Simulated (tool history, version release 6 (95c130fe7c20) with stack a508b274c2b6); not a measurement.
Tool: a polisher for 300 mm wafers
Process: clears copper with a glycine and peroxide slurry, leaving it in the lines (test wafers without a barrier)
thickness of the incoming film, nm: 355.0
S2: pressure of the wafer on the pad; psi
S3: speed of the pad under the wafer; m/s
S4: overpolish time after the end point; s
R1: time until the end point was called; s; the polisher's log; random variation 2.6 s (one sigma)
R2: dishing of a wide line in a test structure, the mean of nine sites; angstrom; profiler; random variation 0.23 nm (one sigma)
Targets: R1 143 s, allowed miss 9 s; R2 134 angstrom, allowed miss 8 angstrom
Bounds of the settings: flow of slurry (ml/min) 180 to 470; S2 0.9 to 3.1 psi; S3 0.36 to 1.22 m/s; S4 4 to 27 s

{"run": 1, "day": 0.0, "flow of slurry (ml/min)": 300, "S2": 2, "S3": 0.78, "S4": 14, "R1": 96.899, "R2": 316.72}
{"run": 2, "day": 0.338, "flow of slurry (ml/min)": 250, "S2": 2, "S3": 0.78, "S4": 14, "R1": 96.688, "R2": 301.75}
{"run": 3, "day": 0.65, "flow of slurry (ml/min)": 215, "S2": 2, "S3": 0.78, "S4": 14, "R1": 101.94, "R2": 303}
{"run": 4, "day": 1.008, "flow of slurry (ml/min)": 215, "S2": 2, "S3": 0.78, "S4": 16, "R1": 104.46, "R2": 336.34}
{"run": 5, "day": 1.317, "flow of slurry (ml/min)": 180, "S2": 2, "S3": 0.78, "S4": 16, "R1": 107.04, "R2": 333.43}
{"run": 6, "day": 1.633, "flow of slurry (ml/min)": 180, "S2": 1.8, "S3": 0.78, "S4": 16, "R1": 115.98, "R2": 303.72}
{"run": 7, "day": 1.821, "flow of slurry (ml/min)": 190, "S2": 1.7, "S3": 0.76, "S4": 14, "R1": 121.36, "R2": 255.52}
{"run": 8, "day": 2.192, "flow of slurry (ml/min)": 200, "S2": 1.6, "S3": 0.74, "S4": 13, "R1": 129.81, "R2": 229.14}
{"run": 9, "day": 2.5, "flow of slurry (ml/min)": 210, "S2": 1.5, "S3": 0.74, "S4": 12, "R1": 130.11, "R2": 212.08}
{"run": 10, "day": 2.675, "flow of slurry (ml/min)": 215, "S2": 1.4, "S3": 0.74, "S4": 11, "R1": 136, "R2": 193.04}
{"run": 11, "day": 2.871, "flow of slurry (ml/min)": 220, "S2": 1.4, "S3": 0.74, "S4": 10, "R1": 137.51, "R2": 176.23}
{"run": 12, "day": 3.158, "flow of slurry (ml/min)": 220, "S2": 1.4, "S3": 0.74, "S4": 10, "R1": 135.93, "R2": 172.43}
{"run": 13, "day": 3.446, "flow of slurry (ml/min)": 225, "S2": 1.4, "S3": 0.74, "S4": 10, "R1": 135.78, "R2": 175.95}
{"run": 14, "day": 3.792, "flow of slurry (ml/min)": 230, "S2": 1.4, "S3": 0.74, "S4": 9, "R1": 130.97, "R2": 160.8}

4 next moves are on the table. One of them brings every result within its allowed miss. Which?
{"run": "A", "day": 4.138, "flow of slurry (ml/min)": 180, "S2": 1.5, "S3": 0.9, "S4": 9, "R1": "?", "R2": "?"}
{"run": "B", "day": 4.138, "flow of slurry (ml/min)": 180, "S2": 1.3, "S3": 0.78, "S4": 8, "R1": "?", "R2": "?"}
{"run": "C", "day": 4.138, "flow of slurry (ml/min)": 220, "S2": 1.6, "S3": 0.62, "S4": 11, "R1": "?", "R2": "?"}
{"run": "D", "day": 4.138, "flow of slurry (ml/min)": 230, "S2": 1.5, "S3": 0.78, "S4": 7, "R1": "?", "R2": "?"}

move=A R1=116.21 R2=181.5
move=B R1=139.98 R2=137.31
move=C R1=136.52 R2=189.85
move=D R1=122.79 R2=137.08
A: further off than the last run
B: meets every target
C: further off than the last run
D: brings the result that was furthest off to its target, and leaves another outside
Answer: B

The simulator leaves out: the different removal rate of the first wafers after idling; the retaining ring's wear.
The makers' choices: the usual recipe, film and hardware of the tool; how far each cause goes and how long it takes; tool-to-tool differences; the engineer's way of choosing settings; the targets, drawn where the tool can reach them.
